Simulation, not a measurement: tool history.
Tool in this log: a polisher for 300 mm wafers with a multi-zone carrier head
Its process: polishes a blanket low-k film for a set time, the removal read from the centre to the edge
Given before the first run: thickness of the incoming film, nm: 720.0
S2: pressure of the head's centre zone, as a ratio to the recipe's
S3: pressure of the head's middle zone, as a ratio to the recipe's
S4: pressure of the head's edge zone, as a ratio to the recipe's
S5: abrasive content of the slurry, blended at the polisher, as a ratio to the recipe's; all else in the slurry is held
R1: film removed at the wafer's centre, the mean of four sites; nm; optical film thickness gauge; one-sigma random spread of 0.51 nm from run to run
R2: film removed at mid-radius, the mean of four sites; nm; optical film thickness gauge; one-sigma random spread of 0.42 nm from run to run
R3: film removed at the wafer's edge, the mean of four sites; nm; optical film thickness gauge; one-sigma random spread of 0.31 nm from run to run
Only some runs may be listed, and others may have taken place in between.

{"run": 1, "day": 0.0, "flow of slurry (ml/min)": 190, "S2": 1, "S3": 1, "S4": 1, "S5": 1, "polishing time (s)": 66, "R1": 28.857, "R2": 28.692, "R3": 29.247}
{"run": 2, "day": 0.183, "flow of slurry (ml/min)": 200, "S2": 1.03, "S3": 1.03, "S4": 1.01, "S5": 1.05, "polishing time (s)": 66, "R1": 30.997, "R2": 30.273, "R3": 30.311}
{"run": 3, "day": 0.408, "flow of slurry (ml/min)": 210, "S2": 1.05, "S3": 1.06, "S4": 1.01, "S5": 1.1, "polishing time (s)": 66, "R1": 31.557, "R2": 31.671, "R3": 30.359}
{"run": 4, "day": 0.712, "flow of slurry (ml/min)": 215, "S2": 1.08, "S3": 1.07, "S4": 1.02, "S5": 1.2, "polishing time (s)": 67, "R1": 33.495, "R2": 33.256, "R3": 32.266}
{"run": 5, "day": 1.071, "flow of slurry (ml/min)": 180, "S2": 1.08, "S3": 1.07, "S4": 1.02, "S5": 1.2, "polishing time (s)": 67, "R1": 33.8, "R2": 32.787, "R3": 32.001}
{"run": 6, "day": 1.288, "flow of slurry (ml/min)": 180, "S2": 1.1, "S3": 1.09, "S4": 1.01, "S5": 1.25, "polishing time (s)": 68, "R1": 34.759, "R2": 34.872, "R3": 33.033}
{"run": 7, "day": 1.508, "flow of slurry (ml/min)": 185, "S2": 1.12, "S3": 1.08, "S4": 0.98, "S5": 1.3, "polishing time (s)": 69, "R1": 37.263, "R2": 35.413, "R3": 33.386}

The next listed run, before its measurement:
{"run": 8, "day": 1.742, "flow of slurry (ml/min)": 185, "S2": 1.13, "S3": 1.09, "S4": 0.98, "S5": 1.35, "polishing time (s)": 70, "R1": "?", "R2": "?", "R3": "?"}

R1: 37.99 nm
R2: 36.245 nm
R3: 34.798 nm
